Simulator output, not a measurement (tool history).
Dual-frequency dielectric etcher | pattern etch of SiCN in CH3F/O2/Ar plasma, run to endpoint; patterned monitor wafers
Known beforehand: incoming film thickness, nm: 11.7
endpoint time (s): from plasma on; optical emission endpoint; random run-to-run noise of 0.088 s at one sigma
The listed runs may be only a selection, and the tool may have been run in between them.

Run 1, hour 0.0: source power (W) 420, bias power (W) 89. Result: endpoint time (s) 26.748.
Run 2, hour 8.6: source power (W) 420, bias power (W) 83. Result: endpoint time (s) 27.313.
Run 3, hour 10.1: source power (W) 430, bias power (W) 83. Result: endpoint time (s) 27.135.
Run 4, hour 14.3: source power (W) 430, bias power (W) 75. Result: endpoint time (s) 28.114.
Run 5, hour 23.0: source power (W) 430, bias power (W) 63. Result: endpoint time (s) 29.536.
Run 6, hour 27.8: source power (W) 430, bias power (W) 54. Result: endpoint time (s) 30.738.

Run 7 is up next; what results do you expect?
Run 7, hour 31.8: source power (W) 510, bias power (W) 72. Result: endpoint time (s) ?.

Run 7 came out at endpoint time (s) 26.592.
